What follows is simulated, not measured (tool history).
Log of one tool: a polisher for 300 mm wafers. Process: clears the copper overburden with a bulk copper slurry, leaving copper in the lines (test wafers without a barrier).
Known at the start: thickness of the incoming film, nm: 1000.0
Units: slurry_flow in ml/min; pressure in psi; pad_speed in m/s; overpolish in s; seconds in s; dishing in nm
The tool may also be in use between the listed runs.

{"run": 1, "hour": 0.0, "slurry_flow": 190, "pressure": 2.2, "pad_speed": 1, "slurry_solids": 1, "overpolish": 29, "seconds": 112.73, "dishing": 38.254}
{"run": 2, "hour": 2.5, "slurry_flow": 190, "pressure": 2, "pad_speed": 1, "slurry_solids": 1, "overpolish": 26, "seconds": 125.35, "dishing": 35.751}
{"run": 3, "hour": 11.0, "slurry_flow": 190, "pressure": 1.9, "pad_speed": 1, "slurry_solids": 1, "overpolish": 27, "seconds": 128.8, "dishing": 36.232}
{"run": 4, "hour": 16.9, "slurry_flow": 190, "pressure": 1.9, "pad_speed": 1, "slurry_solids": 1, "overpolish": 23, "seconds": 130.27, "dishing": 35.597}
{"run": 5, "hour": 22.4, "slurry_flow": 190, "pressure": 1.8, "pad_speed": 1, "slurry_solids": 1, "overpolish": 23, "seconds": 136.16, "dishing": 34.781}
{"run": 6, "hour": 25.8, "slurry_flow": 190, "pressure": 1.7, "pad_speed": 1, "slurry_solids": 1, "overpolish": 24, "seconds": 144.88, "dishing": 36.118}

Forecast run 7:
{"run": 7, "hour": 29.3, "slurry_flow": 190, "pressure": 1.4, "pad_speed": 0.94, "slurry_solids": 1, "overpolish": 10, "seconds": "?", "dishing": "?"}

Run 7 gave seconds 185.82 s, dishing 23.548 nm.
